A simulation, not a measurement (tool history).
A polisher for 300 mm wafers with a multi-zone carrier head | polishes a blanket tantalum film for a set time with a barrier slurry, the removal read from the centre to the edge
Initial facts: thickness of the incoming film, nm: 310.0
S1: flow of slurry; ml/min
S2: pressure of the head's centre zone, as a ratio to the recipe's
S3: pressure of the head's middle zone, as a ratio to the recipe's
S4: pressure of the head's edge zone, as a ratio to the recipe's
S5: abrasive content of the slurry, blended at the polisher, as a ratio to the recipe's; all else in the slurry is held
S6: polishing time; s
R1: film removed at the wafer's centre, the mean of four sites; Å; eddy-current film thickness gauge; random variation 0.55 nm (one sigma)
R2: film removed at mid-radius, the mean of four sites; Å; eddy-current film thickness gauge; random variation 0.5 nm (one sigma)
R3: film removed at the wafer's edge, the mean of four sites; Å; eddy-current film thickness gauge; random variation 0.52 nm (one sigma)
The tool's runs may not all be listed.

run 1 hour=0.0 | S1=155 S2=1.00 S3=1.00 S4=1.00 S5=1.00 S6=66 | R1=907.78 R2=892.11 R3=909.24
run 2 hour=5.6 | S1=140 S2=0.94 S3=0.99 S4=0.97 S5=0.85 S6=61 | R1=741.37 R2=773.19 R3=780.64
run 3 hour=9.7 | S1=140 S2=0.94 S3=0.99 S4=0.97 S5=0.75 S6=61 | R1=716.45 R2=747.20 R3=747.15
run 4 hour=17.3 | S1=140 S2=0.94 S3=1.08 S4=0.97 S5=0.75 S6=61 | R1=698.04 R2=791.01 R3=744.66
run 5 hour=18.3 | S1=140 S2=0.94 S3=1.03 S4=0.97 S5=0.75 S6=61 | R1=706.17 R2=760.51 R3=741.75
run 6 hour=26.7 | S1=140 S2=0.94 S3=1.03 S4=0.94 S5=0.75 S6=61 | R1=712.67 R2=760.28 R3=731.21
run 7 hour=30.4 | S1=130 S2=0.90 S3=1.01 S4=0.94 S5=0.65 S6=58 | R1=594.47 R2=664.32 R3=662.61
run 8 hour=34.2 | S1=125 S2=0.88 S3=1.00 S4=0.91 S5=0.60 S6=58 | R1=564.73 R2=632.90 R3=616.26
run 9 hour=35.9 | S1=95 S2=0.81 S3=0.97 S4=0.93 S5=0.55 S6=58 | R1=466.43 R2=543.05 R3=574.58

Run 10 comes next. What will it give?
run 10 hour=39.5 | S1=100 S2=0.81 S3=0.98 S4=0.92 S5=0.55 S6=58 | R1=? R2=? R3=?

{"run 10": {"R1": 480.98, "R2": 551.28, "R3": 576.48}}
